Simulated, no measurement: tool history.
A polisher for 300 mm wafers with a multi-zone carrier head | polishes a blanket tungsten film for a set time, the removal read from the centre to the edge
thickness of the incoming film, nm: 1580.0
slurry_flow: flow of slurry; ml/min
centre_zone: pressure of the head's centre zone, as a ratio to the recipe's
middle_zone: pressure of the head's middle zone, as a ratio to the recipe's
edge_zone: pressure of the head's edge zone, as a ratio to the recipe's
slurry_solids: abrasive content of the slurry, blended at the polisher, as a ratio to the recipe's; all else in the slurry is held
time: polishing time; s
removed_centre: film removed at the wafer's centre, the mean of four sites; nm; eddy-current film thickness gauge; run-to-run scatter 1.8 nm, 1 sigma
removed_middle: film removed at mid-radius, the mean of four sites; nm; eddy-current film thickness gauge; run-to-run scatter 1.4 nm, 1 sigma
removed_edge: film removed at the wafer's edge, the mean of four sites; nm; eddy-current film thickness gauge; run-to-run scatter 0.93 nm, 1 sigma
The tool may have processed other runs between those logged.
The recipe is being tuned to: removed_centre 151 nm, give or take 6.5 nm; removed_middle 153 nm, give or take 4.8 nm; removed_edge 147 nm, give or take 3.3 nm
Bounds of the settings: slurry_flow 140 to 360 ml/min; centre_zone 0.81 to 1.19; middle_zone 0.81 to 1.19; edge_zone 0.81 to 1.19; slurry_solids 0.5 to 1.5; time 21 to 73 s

| run | day | slurry_flow | centre_zone | middle_zone | edge_zone | slurry_solids | time | removed_centre | removed_middle | removed_edge |
|---|---|---|---|---|---|---|---|---|---|---|
| 1 | 0 | 230 | 1 | 1 | 1 | 1 | 47 | 224.04 | 220.78 | 213.19 |
| 2 | 0.321 | 225 | 0.98 | 0.99 | 0.97 | 0.9 | 45 | 203.87 | 205.74 | 196.45 |
| 3 | 0.362 | 225 | 0.98 | 0.99 | 0.97 | 1.05 | 45 | 210.81 | 211.98 | 204 |
| 4 | 0.458 | 195 | 0.98 | 0.99 | 0.97 | 1.05 | 45 | 204.83 | 209.26 | 201.58 |
| 5 | 0.492 | 195 | 0.97 | 0.98 | 0.95 | 0.95 | 44 | 195.78 | 196.96 | 188.5 |
| 6 | 0.629 | 190 | 0.95 | 0.96 | 0.93 | 0.85 | 44 | 182.35 | 185.09 | 180.18 |
| 7 | 0.783 | 190 | 0.94 | 0.95 | 0.91 | 0.8 | 44 | 179.75 | 179.37 | 178.01 |
| 8 | 0.846 | 185 | 0.94 | 0.95 | 0.89 | 0.75 | 43 | 170.6 | 174.09 | 167.31 |
| 9 | 1.088 | 160 | 0.92 | 0.85 | 0.81 | 0.5 | 43 | 144.65 | 137.91 | 142.8 |
| 10 | 1.321 | 170 | 0.92 | 0.87 | 0.81 | 0.5 | 43 | 149.72 | 141.44 | 144.72 |
|  | 1.371 | edge zone pressure recalibrated |
| 11 | 1.371 | 175 | 0.91 | 0.88 | 0.81 | 0.5 | 43 | 148.19 | 143.11 | 149.46 |
| 12 | 1.604 | 170 | 0.92 | 0.9 | 0.81 | 0.5 | 43 | 147.15 | 144.17 | 149.25 |
| 13 | 1.904 | 170 | 0.93 | 0.92 | 0.81 | 0.55 | 42 | 148.85 | 148.89 | 151.21 |

Consider the 5 candidate settings below. Which is the only one whose results all fall within their allowed miss of target?
| A | 2.204 | 170 | 0.94 | 0.87 | 0.83 | 0.6 | 41 | ? | ? | ? |
| B | 2.204 | 180 | 0.93 | 0.92 | 0.82 | 0.6 | 43 | ? | ? | ? |
| C | 2.204 | 150 | 0.98 | 1.01 | 0.87 | 0.85 | 36 | ? | ? | ? |
| D | 2.204 | 200 | 0.9 | 0.86 | 0.86 | 0.5 | 43 | ? | ? | ? |
| E | 2.204 | 160 | 0.96 | 0.9 | 0.81 | 0.75 | 38 | ? | ? | ? |

| move | removed_centre | removed_middle | removed_edge |
|---|---|---|---|
| A | 154.56 | 143.98 | 149.6 |
| B | 162.14 | 159.68 | 157.21 |
| C | 151.94 | 154 | 144.36 |
| D | 151.66 | 145.78 | 153.85 |
| E | 153.79 | 144.4 | 145 |
A: brings the last run's worst result on target, with another outside its allowed miss
B: the biggest miss grows against the last run
C: every result within its allowed miss
D: the biggest miss grows against the last run
E: brings the last run's worst result on target, with another outside its allowed miss
C meets every target.
